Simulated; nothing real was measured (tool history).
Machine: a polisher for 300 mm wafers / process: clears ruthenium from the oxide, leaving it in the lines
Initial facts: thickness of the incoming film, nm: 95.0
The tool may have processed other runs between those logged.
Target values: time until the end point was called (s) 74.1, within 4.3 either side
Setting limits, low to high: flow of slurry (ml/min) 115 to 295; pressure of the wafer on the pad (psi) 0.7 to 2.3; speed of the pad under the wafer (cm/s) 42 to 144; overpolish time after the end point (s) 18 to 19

run,hour,flow of slurry (ml/min),pressure of the wafer on the pad (psi),speed of the pad under the wafer (cm/s),overpolish time after the end point (s),time until the end point was called (s)
1,0,190,1.5,92,18,126.75
2,3.5,190,1.3,92,18,145.54
3,7.2,190,1.4,92,18,137.03
4,12.1,225,1.4,92,18,129.96
5,13.1,225,1.4,92,18,127.56
6,14.1,225,1.5,92,18,123.85
7,16.7,225,1.6,92,18,114.32
8,21,225,1.7,92,18,110.42
9,23,225,1.8,92,18,106.9
10,26.6,225,1.8,94,18,101.31
11,27.8,230,2.1,96,18,84.03

Consider the 4 candidate settings below. Which is the only one whose results all fall within their allowed miss of target?
A,29,250,2.1,82,19,?
B,29,240,2.1,82,18,?
C,29,210,2.3,100,19,?
D,29,275,1.6,118,18,?

move,time until the end point was called (s)
A,100.76
B,101.21
C,77.606
D,91.331
A: further off than the last run
B: further off than the last run
C: all results in spec
D: further off than the last run
Go with C: it meets all targets.
